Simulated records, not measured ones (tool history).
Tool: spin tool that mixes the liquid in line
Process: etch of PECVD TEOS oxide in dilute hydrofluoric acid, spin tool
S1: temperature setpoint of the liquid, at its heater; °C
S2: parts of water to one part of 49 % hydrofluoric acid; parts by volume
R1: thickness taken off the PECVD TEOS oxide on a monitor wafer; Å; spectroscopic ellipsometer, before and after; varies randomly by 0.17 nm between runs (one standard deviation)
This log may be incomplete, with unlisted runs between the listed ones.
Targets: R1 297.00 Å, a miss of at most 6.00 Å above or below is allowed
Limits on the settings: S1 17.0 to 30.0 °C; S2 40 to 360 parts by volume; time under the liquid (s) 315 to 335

run 1 day=0.000 | S1=22.0 S2=200 time_under_the_liquid_(s)=315 | R1=197.71
run 2 day=0.042 | S1=22.0 S2=165 time_under_the_liquid_(s)=315 | R1=252.17
run 3 day=0.154 | S1=23.0 S2=165 time_under_the_liquid_(s)=315 | R1=259.96
run 4 day=0.242 | S1=23.0 S2=195 time_under_the_liquid_(s)=315 | R1=213.56
run 5 day=0.467 | S1=23.0 S2=235 time_under_the_liquid_(s)=315 | R1=170.72
run 6 day=0.729 | S1=25.0 S2=225 time_under_the_liquid_(s)=315 | R1=194.77
run 7 day=0.783 | S1=25.0 S2=225 time_under_the_liquid_(s)=315 | R1=193.00
run 8 day=0.829 | S1=26.5 S2=215 time_under_the_liquid_(s)=315 | R1=215.53
run 9 day=0.996 | S1=27.5 S2=205 time_under_the_liquid_(s)=315 | R1=237.31

Exercise: of the 4 proposed moves below, exactly one satisfies all targets within the stated allowed misses. Which move is it?
run A day=1.162 | S1=25.0 S2=150 time_under_the_liquid_(s)=335 | R1=?
run B day=1.162 | S1=29.5 S2=235 time_under_the_liquid_(s)=315 | R1=?
run C day=1.162 | S1=28.5 S2=185 time_under_the_liquid_(s)=335 | R1=?
run D day=1.162 | S1=30.0 S2=180 time_under_the_liquid_(s)=335 | R1=?

move=A R1=335.36
move=B R1=214.18
move=C R1=296.56
move=D R1=323.37
A: carries the result that was furthest off beyond its target, to the other side
B: its largest miss is bigger than the last run's
C: in spec on every target
D: carries the result that was furthest off beyond its target, to the other side
The move that meets every target is C.
